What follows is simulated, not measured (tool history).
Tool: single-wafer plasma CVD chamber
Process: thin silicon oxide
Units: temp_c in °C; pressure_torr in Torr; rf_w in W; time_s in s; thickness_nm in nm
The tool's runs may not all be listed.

Run 1, hour 0.0: temp_c 375 °C, pressure_torr 0.568 Torr, rf_w 330 W, time_s 5.08 s. Result: thickness_nm 7.6641 nm.
Run 2, hour 4.9: temp_c 375 °C, pressure_torr 0.568 Torr, rf_w 365 W, time_s 5.08 s. Result: thickness_nm 7.9071 nm.
Run 3, hour 12.1: temp_c 375 °C, pressure_torr 0.568 Torr, rf_w 405 W, time_s 5.08 s. Result: thickness_nm 8.0599 nm.
Run 4, hour 16.5: temp_c 375 °C, pressure_torr 0.530 Torr, rf_w 405 W, time_s 5.08 s. Result: thickness_nm 7.6320 nm.
Run 5, hour 17.5: temp_c 376 °C, pressure_torr 0.498 Torr, rf_w 390 W, time_s 5.08 s. Result: thickness_nm 7.1861 nm.
Run 6, hour 20.5: temp_c 381 °C, pressure_torr 0.498 Torr, rf_w 390 W, time_s 5.08 s. Result: thickness_nm 7.1460 nm.

Run 7 comes next. What will it give?
Run 7, hour 25.4: temp_c 381 °C, pressure_torr 0.498 Torr, rf_w 390 W, time_s 5.08 s. Result: thickness_nm ?.

{"run 7": {"thickness_nm": 7.0841}}

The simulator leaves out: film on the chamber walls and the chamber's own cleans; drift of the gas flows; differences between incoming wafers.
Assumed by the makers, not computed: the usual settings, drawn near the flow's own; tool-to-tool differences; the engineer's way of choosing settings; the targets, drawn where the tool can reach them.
